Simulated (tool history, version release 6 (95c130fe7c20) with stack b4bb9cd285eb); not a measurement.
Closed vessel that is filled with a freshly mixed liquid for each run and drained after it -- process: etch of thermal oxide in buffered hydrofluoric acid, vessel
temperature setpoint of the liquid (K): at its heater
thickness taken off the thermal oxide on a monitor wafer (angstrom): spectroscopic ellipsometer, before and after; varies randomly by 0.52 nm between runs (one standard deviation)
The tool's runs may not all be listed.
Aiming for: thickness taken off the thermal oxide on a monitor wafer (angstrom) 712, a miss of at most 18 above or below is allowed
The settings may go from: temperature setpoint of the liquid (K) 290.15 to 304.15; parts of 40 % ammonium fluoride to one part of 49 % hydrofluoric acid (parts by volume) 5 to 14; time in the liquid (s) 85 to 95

run,day,temperature setpoint of the liquid (K),parts of 40 % ammonium fluoride to one part of 49 % hydrofluoric acid (parts by volume),time in the liquid (s),thickness taken off the thermal oxide on a monitor wafer (angstrom)
1,0,296.15,8.5,85,926.33
2,0.129,295.15,8.5,85,889.46
3,0.412,294.15,8.5,85,841.71
4,0.733,293.15,8.5,85,792.74
5,0.942,293.15,8.5,95,895.22
6,1.125,292.65,8.5,95,863.94
7,1.292,292.15,8.5,95,834.74
8,1.471,291.65,8.5,95,823.59
9,1.612,291.15,8.5,95,792.65
10,1.85,290.65,8.5,95,756.29
11,1.962,290.15,8.5,95,741.56
12,2.017,290.15,8.5,95,750.37
# day 2.125: hydrofluoric acid flow meter replaced
13,2.125,290.15,9,95,738.3

Which single option among these 5 for the next run brings every result within its allowed miss of target? Just one does.
A,2.233,290.15,9,90,?
B,2.233,291.15,11,95,?
C,2.233,290.15,9,85,?
D,2.233,290.65,9.5,95,?
E,2.233,290.65,8.5,90,?

move,thickness taken off the thermal oxide on a monitor wafer (angstrom)
A,700.29
B,667.27
C,661.39
D,735.13
E,766.73
A: all results land within tolerance of their targets
B: moves the result that the last run missed by most past its target, out the other side
C: moves the result that the last run missed by most past its target, out the other side
D: gains on the last run, yet a result remains outside its allowed miss
E: lands further from the targets than the last run did
Correct choice: A, which meets every target

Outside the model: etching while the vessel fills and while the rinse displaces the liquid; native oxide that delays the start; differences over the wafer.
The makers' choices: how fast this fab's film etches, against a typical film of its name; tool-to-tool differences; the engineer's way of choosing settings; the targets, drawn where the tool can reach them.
